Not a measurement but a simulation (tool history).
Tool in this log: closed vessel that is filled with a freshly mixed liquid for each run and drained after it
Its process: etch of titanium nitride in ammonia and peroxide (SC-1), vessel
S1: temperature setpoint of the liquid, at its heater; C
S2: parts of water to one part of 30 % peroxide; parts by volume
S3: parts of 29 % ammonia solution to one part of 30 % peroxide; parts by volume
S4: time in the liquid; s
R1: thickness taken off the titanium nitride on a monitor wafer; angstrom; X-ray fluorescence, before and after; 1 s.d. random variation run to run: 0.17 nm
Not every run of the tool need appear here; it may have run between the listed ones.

{"run": 1, "hour": 0.0, "S1": 59.0, "S2": 11, "S3": 0.45, "S4": 600, "R1": 538.06}
{"run": 2, "hour": 2.6, "S1": 54.5, "S2": 11, "S3": 0.45, "S4": 600, "R1": 398.23}
{"run": 3, "hour": 10.4, "S1": 54.5, "S2": 15, "S3": 0.45, "S4": 600, "R1": 331.24}
{"run": 4, "hour": 15.0, "S1": 52.5, "S2": 15, "S3": 0.45, "S4": 600, "R1": 293.87}
{"run": 5, "hour": 22.4, "S1": 51.0, "S2": 15, "S3": 0.45, "S4": 600, "R1": 260.22}
{"run": 6, "hour": 28.9, "S1": 50.0, "S2": 15, "S3": 0.45, "S4": 600, "R1": 245.71}
{"run": 7, "hour": 33.6, "S1": 46.0, "S2": 15, "S3": 0.45, "S4": 600, "R1": 183.5}

Run 8 comes next. What will it give?
{"run": 8, "hour": 39.2, "S1": 46.5, "S2": 15, "S3": 0.45, "S4": 600, "R1": "?"}

Run 8 yielded R1 191.70 angstrom.

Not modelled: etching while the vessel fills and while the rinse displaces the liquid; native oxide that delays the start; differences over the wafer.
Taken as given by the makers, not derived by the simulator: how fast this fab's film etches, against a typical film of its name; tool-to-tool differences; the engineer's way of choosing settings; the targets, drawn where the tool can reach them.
